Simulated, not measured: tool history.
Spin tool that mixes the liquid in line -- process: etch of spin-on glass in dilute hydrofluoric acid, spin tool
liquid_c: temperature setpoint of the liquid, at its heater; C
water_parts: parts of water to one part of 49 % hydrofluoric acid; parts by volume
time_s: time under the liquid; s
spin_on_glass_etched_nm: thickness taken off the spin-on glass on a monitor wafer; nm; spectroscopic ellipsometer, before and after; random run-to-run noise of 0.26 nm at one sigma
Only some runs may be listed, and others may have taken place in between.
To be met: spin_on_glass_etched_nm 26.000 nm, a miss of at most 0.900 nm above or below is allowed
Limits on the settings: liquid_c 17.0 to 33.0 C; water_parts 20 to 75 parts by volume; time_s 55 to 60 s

run 1 day=0.000 | liquid_c=25.0 water_parts=45 time_s=55 | spin_on_glass_etched_nm=46.841
run 2 day=0.054 | liquid_c=23.5 water_parts=50 time_s=55 | spin_on_glass_etched_nm=39.040
run 3 day=0.129 | liquid_c=23.5 water_parts=50 time_s=60 | spin_on_glass_etched_nm=42.431
run 4 day=0.338 | liquid_c=25.5 water_parts=50 time_s=60 | spin_on_glass_etched_nm=46.350
run 5 day=0.650 | liquid_c=24.0 water_parts=55 time_s=60 | spin_on_glass_etched_nm=38.962
run 6 day=0.817 | liquid_c=22.5 water_parts=55 time_s=60 | spin_on_glass_etched_nm=37.088
run 7 day=1.058 | liquid_c=21.5 water_parts=55 time_s=60 | spin_on_glass_etched_nm=34.924
run 8 day=1.258 | liquid_c=20.5 water_parts=55 time_s=60 | spin_on_glass_etched_nm=34.172
run 9 day=1.371 | liquid_c=20.0 water_parts=55 time_s=60 | spin_on_glass_etched_nm=33.289
run 10 day=1.646 | liquid_c=19.5 water_parts=55 time_s=60 | spin_on_glass_etched_nm=32.361

Exactly one of the 5 candidate moves below puts every result within its allowed miss. Which one?
run A day=1.921 | liquid_c=18.5 water_parts=60 time_s=55 | spin_on_glass_etched_nm=?
run B day=1.921 | liquid_c=20.5 water_parts=50 time_s=60 | spin_on_glass_etched_nm=?
run C day=1.921 | liquid_c=18.5 water_parts=70 time_s=60 | spin_on_glass_etched_nm=?
run D day=1.921 | liquid_c=18.0 water_parts=60 time_s=60 | spin_on_glass_etched_nm=?
run E day=1.921 | liquid_c=19.0 water_parts=55 time_s=55 | spin_on_glass_etched_nm=?

move=A spin_on_glass_etched_nm=26.081
move=B spin_on_glass_etched_nm=37.612
move=C spin_on_glass_etched_nm=24.112
move=D spin_on_glass_etched_nm=27.850
move=E spin_on_glass_etched_nm=29.234
A: every result lands within tolerance
B: the biggest miss grows against the last run
C: pushes the last run's worst result past its target
D: closes in on the targets versus the last run, not all within tolerance yet
E: closes in on the targets versus the last run, not all within tolerance yet
A is the move that brings every result within its allowed miss.
